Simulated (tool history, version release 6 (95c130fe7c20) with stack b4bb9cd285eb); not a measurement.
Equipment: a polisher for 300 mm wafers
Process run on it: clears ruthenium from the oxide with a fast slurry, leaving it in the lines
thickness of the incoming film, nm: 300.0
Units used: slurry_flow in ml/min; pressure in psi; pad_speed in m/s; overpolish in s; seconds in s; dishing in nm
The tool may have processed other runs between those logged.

| run | hour | slurry_flow | pressure | pad_speed | slurry_solids | overpolish | seconds | dishing |
|---|---|---|---|---|---|---|---|---|
| 1 | 0 | 280 | 3.1 | 1.16 | 1 | 26 | 51.222 | 92.513 |
| 2 | 4.6 | 280 | 2.7 | 1.16 | 1 | 26 | 55.969 | 86.011 |
| 3 | 5.9 | 280 | 2.4 | 1.14 | 1 | 29 | 64.126 | 86.472 |
| 4 | 12 | 280 | 2.4 | 1.14 | 0.85 | 29 | 69.643 | 81.471 |
| 5 | 15 | 280 | 2.4 | 1.14 | 0.85 | 21 | 69.62 | 67.087 |
| 6 | 22.4 | 280 | 2.4 | 1.14 | 1.05 | 21 | 63.184 | 72.94 |
| 7 | 27.4 | 280 | 2.2 | 1.14 | 1.05 | 24 | 67.58 | 75.479 |

Predict the results of run 8:
| 8 | 33.8 | 280 | 1.5 | 1.12 | 1.05 | 37 | ? | ? |

{"run 8": {"seconds": 91.761, "dishing": 86.217}}
